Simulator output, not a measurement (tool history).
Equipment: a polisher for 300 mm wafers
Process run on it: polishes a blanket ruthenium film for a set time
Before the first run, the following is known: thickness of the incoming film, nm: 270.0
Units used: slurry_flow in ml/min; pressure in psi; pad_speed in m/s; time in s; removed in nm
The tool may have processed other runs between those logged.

Run 1, hour 0.0: slurry_flow 180 ml/min, pressure 1.4 psi, pad_speed 0.78 m/s, time 51 s. Result: removed 29.675 nm.
Run 2, hour 3.8: slurry_flow 175 ml/min, pressure 1.4 psi, pad_speed 0.78 m/s, time 51 s. Result: removed 29.555 nm.
Run 3, hour 6.2: slurry_flow 175 ml/min, pressure 1.4 psi, pad_speed 0.78 m/s, time 51 s. Result: removed 30.115 nm.
Run 4, hour 11.6: slurry_flow 175 ml/min, pressure 1.3 psi, pad_speed 0.78 m/s, time 51 s. Result: removed 28.125 nm.
Run 5, hour 20.5: slurry_flow 175 ml/min, pressure 1.0 psi, pad_speed 0.78 m/s, time 51 s. Result: removed 22.801 nm.
Run 6, hour 25.3: slurry_flow 180 ml/min, pressure 1.0 psi, pad_speed 0.78 m/s, time 51 s. Result: removed 23.084 nm.
Run 7, hour 26.2: slurry_flow 185 ml/min, pressure 1.0 psi, pad_speed 0.78 m/s, time 51 s. Result: removed 23.113 nm.
Run 8, hour 33.6: slurry_flow 190 ml/min, pressure 1.0 psi, pad_speed 0.78 m/s, time 51 s. Result: removed 23.408 nm.

Expected results for the next run?
Run 9, hour 37.2: slurry_flow 200 ml/min, pressure 1.0 psi, pad_speed 0.78 m/s, time 51 s. Result: removed ?.

{"run 9": {"removed": 23.376}}

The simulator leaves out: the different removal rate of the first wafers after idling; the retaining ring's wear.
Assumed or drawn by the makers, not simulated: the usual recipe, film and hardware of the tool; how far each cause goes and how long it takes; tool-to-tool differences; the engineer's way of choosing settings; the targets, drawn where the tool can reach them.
